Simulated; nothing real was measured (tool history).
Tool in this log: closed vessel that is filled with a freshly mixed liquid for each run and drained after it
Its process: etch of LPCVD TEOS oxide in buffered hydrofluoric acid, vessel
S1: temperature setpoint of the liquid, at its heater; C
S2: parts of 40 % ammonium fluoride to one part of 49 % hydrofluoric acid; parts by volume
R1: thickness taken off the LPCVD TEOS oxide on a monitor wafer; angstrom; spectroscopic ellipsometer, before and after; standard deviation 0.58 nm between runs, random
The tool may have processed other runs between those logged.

run 1 hour=0 | S1=23 S2=11 time_in_the_liquid_(s)=90 | R1=1780.9
run 2 hour=1.6 | S1=22 S2=11 time_in_the_liquid_(s)=90 | R1=1682.9
run 3 hour=4.7 | S1=25 S2=11 time_in_the_liquid_(s)=90 | R1=1975
run 4 hour=10.3 | S1=26.5 S2=11 time_in_the_liquid_(s)=90 | R1=2135.8
run 5 hour=15.9 | S1=25 S2=11 time_in_the_liquid_(s)=90 | R1=1988.5
run 6 hour=20 | S1=23.5 S2=11 time_in_the_liquid_(s)=90 | R1=1815.9
run 7 hour=23.6 | S1=22.5 S2=11 time_in_the_liquid_(s)=90 | R1=1729.6

Expected results for the next run?
run 8 hour=27.2 | S1=21.5 S2=11 time_in_the_liquid_(s)=90 | R1=?

Logged for run 8: R1 1629.5 angstrom.

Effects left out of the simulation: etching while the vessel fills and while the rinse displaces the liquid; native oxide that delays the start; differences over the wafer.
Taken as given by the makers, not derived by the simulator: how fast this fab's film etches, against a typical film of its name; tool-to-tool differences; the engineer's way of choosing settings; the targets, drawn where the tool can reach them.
